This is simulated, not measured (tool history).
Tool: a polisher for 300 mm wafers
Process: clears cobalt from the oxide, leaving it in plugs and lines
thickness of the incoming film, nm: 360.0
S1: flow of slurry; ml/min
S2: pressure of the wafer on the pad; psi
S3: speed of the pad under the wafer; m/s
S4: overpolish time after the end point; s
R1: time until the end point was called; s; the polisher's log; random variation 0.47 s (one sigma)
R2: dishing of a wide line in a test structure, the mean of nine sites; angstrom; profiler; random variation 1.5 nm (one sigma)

{"run": 1, "hour": 0.0, "S1": 175, "S2": 2.3, "S3": 1.3, "S4": 28, "R1": 52.715, "R2": 694.82}
{"run": 2, "hour": 3.8, "S1": 145, "S2": 2.3, "S3": 1.3, "S4": 28, "R1": 55.031, "R2": 711.97}
{"run": 3, "hour": 12.2, "S1": 155, "S2": 2.4, "S3": 1.3, "S4": 26, "R1": 51.458, "R2": 673.72}
{"run": 4, "hour": 20.2, "S1": 160, "S2": 2.5, "S3": 1.3, "S4": 26, "R1": 49.462, "R2": 682.0}
{"run": 5, "hour": 26.4, "S1": 165, "S2": 2.6, "S3": 1.3, "S4": 25, "R1": 47.932, "R2": 686.28}
{"run": 6, "hour": 28.9, "S1": 165, "S2": 2.6, "S3": 1.5, "S4": 25, "R1": 41.687, "R2": 707.56}

Forecast run 7:
{"run": 7, "hour": 37.2, "S1": 170, "S2": 2.7, "S3": 1.5, "S4": 11, "R1": "?", "R2": "?"}

Run 7 gave R1 39.629 s, R2 564.96 angstrom.
